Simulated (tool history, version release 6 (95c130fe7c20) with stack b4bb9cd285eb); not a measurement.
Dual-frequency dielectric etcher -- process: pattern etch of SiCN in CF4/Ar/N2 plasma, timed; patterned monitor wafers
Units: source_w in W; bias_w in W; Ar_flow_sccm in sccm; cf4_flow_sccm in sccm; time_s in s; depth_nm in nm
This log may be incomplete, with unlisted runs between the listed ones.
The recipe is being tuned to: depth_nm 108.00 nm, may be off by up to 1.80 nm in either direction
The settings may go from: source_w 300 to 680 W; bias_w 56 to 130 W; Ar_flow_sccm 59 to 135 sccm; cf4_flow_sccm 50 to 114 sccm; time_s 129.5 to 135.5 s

run,hour,source_w,bias_w,Ar_flow_sccm,cf4_flow_sccm,time_s,depth_nm
1,0.0,490,93,97,82,129.5,132.60
2,8.7,530,93,97,82,129.5,144.13
3,15.8,480,92,97,82,129.5,130.78
4,22.6,450,92,97,82,129.5,123.26
5,29.1,450,92,97,82,129.5,122.45
6,37.3,430,92,97,82,129.5,117.21
7,38.8,420,92,97,82,129.5,115.10
8,43.8,410,92,97,82,129.5,111.37

4 candidate next runs follow, results not yet known. Just one meets every target within its allowed miss. Identify it.
A,48.8,400,102,98,83,129.5,?
B,48.8,370,94,111,108,134.5,?
C,48.8,490,70,122,82,130.0,?
D,48.8,430,79,83,100,131.5,?

move,depth_nm
A,114.03
B,107.83
C,114.47
D,117.39
A: misses by more than the last run did
B: every result within its allowed miss
C: misses by more than the last run did
D: misses by more than the last run did
The right move is B.
